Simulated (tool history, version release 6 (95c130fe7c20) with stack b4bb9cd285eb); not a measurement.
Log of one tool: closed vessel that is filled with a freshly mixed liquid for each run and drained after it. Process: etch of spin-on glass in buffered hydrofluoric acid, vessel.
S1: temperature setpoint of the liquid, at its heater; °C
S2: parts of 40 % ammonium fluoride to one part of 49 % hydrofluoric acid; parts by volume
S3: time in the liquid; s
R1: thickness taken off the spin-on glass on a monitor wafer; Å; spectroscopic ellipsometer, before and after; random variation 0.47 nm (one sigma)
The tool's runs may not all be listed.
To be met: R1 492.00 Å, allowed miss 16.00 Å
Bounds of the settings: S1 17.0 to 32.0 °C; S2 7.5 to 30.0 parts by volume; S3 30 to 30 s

run    day    S1    S2  S3      R1
  1  0.000  24.0  22.0  30  315.70
  2  0.217  24.0  22.0  30  314.82
  3  0.312  24.0  22.0  30  313.40
  4  0.679  25.5  22.0  30  340.67
  5  1.046  25.5  22.0  30  341.42
  6  1.342  26.5  22.0  30  363.30
  7  1.608  30.5  21.5  30  452.91
     1.946  -- hydrofluoric acid flow meter replaced
  8  1.946  32.0  21.0  30  466.05

4 next moves are on the table. One of them brings every result within its allowed miss. Which?
  A  2.283  32.0  21.5  30   ?
  B  2.283  32.0  23.5  30   ?
  C  2.283  32.0  20.0  30   ?
  D  2.283  32.0  24.0  30   ?

move      R1
   A  468.89
   B  441.32
   C  492.58
   D  435.04
A: nearer than the last run, and not there yet
B: further off than the last run
C: meets every target
D: further off than the last run
Answer: C

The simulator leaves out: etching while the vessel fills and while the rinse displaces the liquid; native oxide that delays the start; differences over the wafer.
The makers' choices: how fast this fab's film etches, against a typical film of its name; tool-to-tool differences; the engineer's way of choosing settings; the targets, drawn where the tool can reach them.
